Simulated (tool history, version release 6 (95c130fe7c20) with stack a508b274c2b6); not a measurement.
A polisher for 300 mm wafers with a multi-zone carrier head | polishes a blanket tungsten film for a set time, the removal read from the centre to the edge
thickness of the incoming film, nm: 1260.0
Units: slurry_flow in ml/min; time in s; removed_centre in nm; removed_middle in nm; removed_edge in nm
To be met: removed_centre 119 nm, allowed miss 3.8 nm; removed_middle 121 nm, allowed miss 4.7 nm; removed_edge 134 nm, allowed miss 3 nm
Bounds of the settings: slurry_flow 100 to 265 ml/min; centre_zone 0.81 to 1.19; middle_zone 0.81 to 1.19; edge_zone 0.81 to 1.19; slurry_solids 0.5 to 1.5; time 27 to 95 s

Run 1, hour 0: slurry_flow 170 ml/min, centre_zone 1, middle_zone 1, edge_zone 1, slurry_solids 1, time 61 s. Result: removed_centre 232.65 nm, removed_middle 258.65 nm, removed_edge 252.06 nm.
Run 2, hour 6.1: slurry_flow 170 ml/min, centre_zone 1, middle_zone 0.94, edge_zone 1, slurry_solids 1, time 61 s. Result: removed_centre 230.16 nm, removed_middle 244.4 nm, removed_edge 256.95 nm.
Run 3, hour 12.3: slurry_flow 170 ml/min, centre_zone 1, middle_zone 0.94, edge_zone 1, slurry_solids 1, time 53 s. Result: removed_centre 205.5 nm, removed_middle 207.11 nm, removed_edge 220.93 nm.
Run 4, hour 14.8: slurry_flow 160 ml/min, centre_zone 0.96, middle_zone 0.92, edge_zone 0.96, slurry_solids 0.85, time 48 s. Result: removed_centre 166.1 nm, removed_middle 179.53 nm, removed_edge 185.42 nm.
Run 5, hour 15.6: slurry_flow 160 ml/min, centre_zone 0.92, middle_zone 0.92, edge_zone 0.96, slurry_solids 0.85, time 48 s. Result: removed_centre 159.4 nm, removed_middle 179.63 nm, removed_edge 187.36 nm.
Run 6, hour 19: slurry_flow 160 ml/min, centre_zone 0.92, middle_zone 0.92, edge_zone 0.96, slurry_solids 0.85, time 56 s. Result: removed_centre 187.43 nm, removed_middle 210.58 nm, removed_edge 216.89 nm.
Run 7, hour 26.1: slurry_flow 150 ml/min, centre_zone 0.93, middle_zone 0.89, edge_zone 0.95, slurry_solids 0.75, time 51 s. Result: removed_centre 163.75 nm, removed_middle 179.38 nm, removed_edge 189.18 nm.
Run 8, hour 29.6: slurry_flow 140 ml/min, centre_zone 0.94, middle_zone 0.87, edge_zone 0.94, slurry_solids 0.7, time 47 s. Result: removed_centre 143.65 nm, removed_middle 154.25 nm, removed_edge 170.84 nm.
Run 9, hour 32.9: slurry_flow 130 ml/min, centre_zone 1.01, middle_zone 0.86, edge_zone 0.84, slurry_solids 0.5, time 39 s. Result: removed_centre 117.4 nm, removed_middle 113.46 nm, removed_edge 120.52 nm.
Run 10, hour 39.2: slurry_flow 140 ml/min, centre_zone 0.99, middle_zone 0.85, edge_zone 0.86, slurry_solids 0.5, time 39 s. Result: removed_centre 116.64 nm, removed_middle 115.01 nm, removed_edge 123.18 nm.
Run 11, hour 45.9: slurry_flow 145 ml/min, centre_zone 0.98, middle_zone 0.85, edge_zone 0.88, slurry_solids 0.5, time 39 s. Result: removed_centre 117.11 nm, removed_middle 116.37 nm, removed_edge 125.36 nm.
Run 12, hour 50.4: slurry_flow 150 ml/min, centre_zone 0.97, middle_zone 0.85, edge_zone 0.9, slurry_solids 0.5, time 39 s. Result: removed_centre 117.6 nm, removed_middle 115.46 nm, removed_edge 127.57 nm.
Run 13, hour 53.7: slurry_flow 155 ml/min, centre_zone 0.96, middle_zone 0.86, edge_zone 0.91, slurry_solids 0.5, time 39 s. Result: removed_centre 117.78 nm, removed_middle 120.27 nm, removed_edge 127.29 nm.
Run 14, hour 58.7: slurry_flow 155 ml/min, centre_zone 0.96, middle_zone 0.86, edge_zone 0.93, slurry_solids 0.5, time 39 s. Result: removed_centre 116.96 nm, removed_middle 119.36 nm, removed_edge 129.79 nm.
At hour 66.6: centre zone pressure recalibrated.
Run 15, hour 66.6: slurry_flow 155 ml/min, centre_zone 0.96, middle_zone 0.86, edge_zone 0.94, slurry_solids 0.5, time 39 s. Result: removed_centre 129.17 nm, removed_middle 118.93 nm, removed_edge 129.77 nm.
Run 16, hour 67.4: slurry_flow 135 ml/min, centre_zone 0.86, middle_zone 0.86, edge_zone 0.97, slurry_solids 0.65, time 39 s. Result: removed_centre 118.15 nm, removed_middle 123.01 nm, removed_edge 138 nm.

Which of these 4 next moves meets every target?
Run A, hour 68.2: slurry_flow 110 ml/min, centre_zone 0.85, middle_zone 0.81, edge_zone 0.96, slurry_solids 0.8, time 39 s. Result: removed_centre ?, removed_middle ?, removed_edge ?.
Run B, hour 68.2: slurry_flow 135 ml/min, centre_zone 0.9, middle_zone 0.9, edge_zone 1.02, slurry_solids 0.9, time 34 s. Result: removed_centre ?, removed_middle ?, removed_edge ?.
Run C, hour 68.2: slurry_flow 100 ml/min, centre_zone 0.85, middle_zone 0.85, edge_zone 0.94, slurry_solids 0.7, time 43 s. Result: removed_centre ?, removed_middle ?, removed_edge ?.
Run D, hour 68.2: slurry_flow 190 ml/min, centre_zone 0.98, middle_zone 0.9, edge_zone 1.08, slurry_solids 0.55, time 34 s. Result: removed_centre ?, removed_middle ?, removed_edge ?.

move  removed_centre  removed_middle  removed_edge
   A          115.95          117.15         139.9
   B          117.78          121.37        134.39
   C          119.17          125.84        144.45
   D           122.3          114.57         128.1
A: further off than the last run
B: meets every target
C: further off than the last run
D: takes the result that was furthest off past its target
The right move is B.
